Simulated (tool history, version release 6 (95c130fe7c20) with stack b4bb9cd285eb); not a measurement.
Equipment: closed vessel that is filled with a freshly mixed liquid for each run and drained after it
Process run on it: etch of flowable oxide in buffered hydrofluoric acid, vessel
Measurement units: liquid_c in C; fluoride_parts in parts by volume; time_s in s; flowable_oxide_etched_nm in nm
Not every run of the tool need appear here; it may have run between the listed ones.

| run | hour | liquid_c | fluoride_parts | time_s | flowable_oxide_etched_nm |
|---|---|---|---|---|---|
| 1 | 0.0 | 22.0 | 15.0 | 100 | 204.97 |
| 2 | 1.2 | 20.0 | 15.0 | 100 | 185.19 |
| 3 | 10.1 | 22.0 | 15.0 | 100 | 203.19 |
| 4 | 12.1 | 23.5 | 15.0 | 100 | 219.65 |
| 5 | 15.2 | 25.0 | 15.0 | 100 | 240.92 |
| 6 | 20.8 | 25.0 | 15.0 | 100 | 242.07 |
| 7 | 22.6 | 26.0 | 15.0 | 100 | 252.88 |

Run 8, settings as shown, results not yet in. Your forecast:
| 8 | 30.6 | 27.0 | 15.0 | 100 | ? |

{"run 8": {"flowable_oxide_etched_nm": 269.02}}
